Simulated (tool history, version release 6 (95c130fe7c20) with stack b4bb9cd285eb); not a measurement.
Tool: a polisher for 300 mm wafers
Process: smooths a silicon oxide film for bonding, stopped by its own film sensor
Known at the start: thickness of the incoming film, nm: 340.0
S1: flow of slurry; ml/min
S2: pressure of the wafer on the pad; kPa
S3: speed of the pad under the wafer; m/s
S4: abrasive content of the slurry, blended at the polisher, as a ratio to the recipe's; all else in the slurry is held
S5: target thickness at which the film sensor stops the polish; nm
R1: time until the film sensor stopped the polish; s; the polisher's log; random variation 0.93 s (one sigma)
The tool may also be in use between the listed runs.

| run | day | S1 | S2 | S3 | S4 | S5 | R1 |
|---|---|---|---|---|---|---|---|
| 1 | 0 | 280 | 11.7 | 0.86 | 1 | 301 | 73.704 |
| 2 | 0.371 | 280 | 11.7 | 0.86 | 1 | 305 | 63.752 |
| 3 | 0.508 | 280 | 10.3 | 0.86 | 1 | 305 | 73.669 |
| 4 | 0.771 | 280 | 10.3 | 0.86 | 0.8 | 305 | 79.344 |
| 5 | 1.029 | 280 | 11 | 0.86 | 0.8 | 305 | 75.047 |
| 6 | 1.162 | 280 | 11 | 0.86 | 0.8 | 305 | 75.966 |
| 7 | 1.375 | 280 | 11.7 | 0.86 | 0.8 | 305 | 67.197 |
| 8 | 1.688 | 280 | 13.1 | 0.88 | 0.8 | 305 | 60.116 |

Forecast run 9:
| 9 | 1.788 | 280 | 14.5 | 0.9 | 0.8 | 305 | ? |

Run 9 gave R1 54.903 s.
